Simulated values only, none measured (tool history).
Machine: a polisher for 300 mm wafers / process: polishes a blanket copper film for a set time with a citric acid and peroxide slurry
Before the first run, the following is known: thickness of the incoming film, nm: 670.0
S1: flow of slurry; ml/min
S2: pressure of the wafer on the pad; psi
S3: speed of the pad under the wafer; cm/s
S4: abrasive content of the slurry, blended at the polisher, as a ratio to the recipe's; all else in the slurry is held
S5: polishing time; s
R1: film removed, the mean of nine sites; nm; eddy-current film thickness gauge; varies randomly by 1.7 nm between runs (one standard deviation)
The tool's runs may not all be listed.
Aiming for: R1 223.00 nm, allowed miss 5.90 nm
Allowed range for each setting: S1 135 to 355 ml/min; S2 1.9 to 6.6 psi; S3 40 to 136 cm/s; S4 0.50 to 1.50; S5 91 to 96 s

run	day	S1	S2	S3	S4	S5	R1
1	0.000	225	4.2	88	1.00	91	270.43
2	0.058	220	4.0	88	1.00	91	260.89
3	0.158	220	4.0	98	1.00	91	285.38
4	0.429	215	3.7	98	1.00	91	265.71
5	0.512	210	3.5	98	1.00	91	249.08
6	0.871	200	3.4	98	1.00	91	240.48
7	0.917	190	3.3	98	1.00	91	234.77
8	1.212	185	3.3	98	1.00	91	232.26
9	1.458	175	3.3	98	1.00	91	230.03
10	1.833	170	3.3	98	1.00	91	229.33
11	1.925	165	3.3	98	1.00	91	230.91
12	2.212	165	3.1	98	1.00	91	215.64

Next run, 5 choices. One meets every target within its allowed miss, the rest don't. Which?
A	2.500	165	3.2	100	1.10	92	?
B	2.500	135	3.0	104	0.85	96	?
C	2.500	135	3.5	84	1.05	91	?
D	2.500	180	3.1	100	0.95	96	?
E	2.500	160	3.2	90	1.10	91	?

move	R1
A	234.58
B	222.55
C	207.63
D	232.64
E	209.03
A: carries the result that was furthest off beyond its target, to the other side
B: in spec on every target
C: moves away from the targets compared with the last run
D: carries the result that was furthest off beyond its target, to the other side
E: moves away from the targets compared with the last run
Go with B: it meets all targets.
